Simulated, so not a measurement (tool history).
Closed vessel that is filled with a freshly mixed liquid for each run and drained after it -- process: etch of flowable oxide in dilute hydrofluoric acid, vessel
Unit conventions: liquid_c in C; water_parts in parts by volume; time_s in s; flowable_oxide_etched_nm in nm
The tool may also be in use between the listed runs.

run 1 day=0 | liquid_c=24 water_parts=70 time_s=30 | flowable_oxide_etched_nm=24.15
run 2 day=0.308 | liquid_c=26.5 water_parts=65 time_s=30 | flowable_oxide_etched_nm=28.995
run 3 day=0.538 | liquid_c=26.5 water_parts=65 time_s=30 | flowable_oxide_etched_nm=28.907
run 4 day=0.592 | liquid_c=26.5 water_parts=45 time_s=30 | flowable_oxide_etched_nm=42.822
run 5 day=0.812 | liquid_c=26.5 water_parts=25 time_s=30 | flowable_oxide_etched_nm=79.96
run 6 day=1.129 | liquid_c=23.5 water_parts=30 time_s=30 | flowable_oxide_etched_nm=58.463
run 7 day=1.388 | liquid_c=21.5 water_parts=35 time_s=30 | flowable_oxide_etched_nm=45.776

What does the tool deliver on the next run?
run 8 day=1.55 | liquid_c=20 water_parts=35 time_s=30 | flowable_oxide_etched_nm=?

flowable_oxide_etched_nm: 42.915 nm
